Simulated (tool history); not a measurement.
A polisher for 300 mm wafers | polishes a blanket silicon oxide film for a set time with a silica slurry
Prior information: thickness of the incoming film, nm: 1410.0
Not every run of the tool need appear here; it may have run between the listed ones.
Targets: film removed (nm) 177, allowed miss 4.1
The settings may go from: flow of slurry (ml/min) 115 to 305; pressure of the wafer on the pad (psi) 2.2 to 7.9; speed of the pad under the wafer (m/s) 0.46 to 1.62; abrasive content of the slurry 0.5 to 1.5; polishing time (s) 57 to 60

| run | hour | flow of slurry (ml/min) | pressure of the wafer on the pad (psi) | speed of the pad under the wafer (m/s) | abrasive content of the slurry | polishing time (s) | film removed (nm) |
|---|---|---|---|---|---|---|---|
| 1 | 0 | 195 | 5 | 1.04 | 1 | 57 | 232.54 |
| 2 | 8.2 | 195 | 5 | 1.04 | 1 | 60 | 245.97 |
| 3 | 16.2 | 185 | 4.6 | 1.04 | 1 | 60 | 223.46 |
| 4 | 18.3 | 185 | 4.6 | 1.04 | 1.15 | 60 | 245.85 |
| 5 | 20.5 | 185 | 5.6 | 1.04 | 1.15 | 60 | 294.31 |
| 6 | 23.4 | 185 | 5.6 | 0.84 | 1.15 | 60 | 249.16 |
| 7 | 26.9 | 175 | 5.1 | 0.84 | 1.15 | 60 | 224.05 |
| 8 | 33.3 | 150 | 3.8 | 0.84 | 1.15 | 60 | 164.51 |
| 9 | 38.7 | 160 | 3.8 | 0.84 | 1.15 | 60 | 167.12 |
| 10 | 46.6 | 170 | 3.8 | 0.84 | 1.15 | 60 | 169.52 |
| 11 | 50.5 | 175 | 3.8 | 0.84 | 1.15 | 60 | 170.98 |
| 12 | 53 | 180 | 3.8 | 0.84 | 1.15 | 60 | 170.73 |
| 13 | 58.6 | 180 | 3.8 | 0.84 | 1.15 | 60 | 171.81 |
| 14 | 64.5 | 185 | 3.8 | 0.84 | 1.15 | 60 | 171.38 |

Which one of the following 4 next-run settings gets every result inside its allowed miss? There is exactly one.
| A | 70.4 | 215 | 4.2 | 0.76 | 1.15 | 60 | ? |
| B | 70.4 | 130 | 3.9 | 1 | 1.15 | 60 | ? |
| C | 70.4 | 195 | 4.1 | 0.68 | 1.3 | 60 | ? |
| D | 70.4 | 185 | 4.4 | 0.84 | 1.05 | 60 | ? |

| move | film removed (nm) |
|---|---|
| A | 176.26 |
| B | 186.61 |
| C | 165.8 |
| D | 184.94 |
A: all results in spec
B: the result that was furthest off in the last run now lies on the other side of its target
C: lands further from the targets than the last run did
D: the result that was furthest off in the last run now lies on the other side of its target
Answer: A
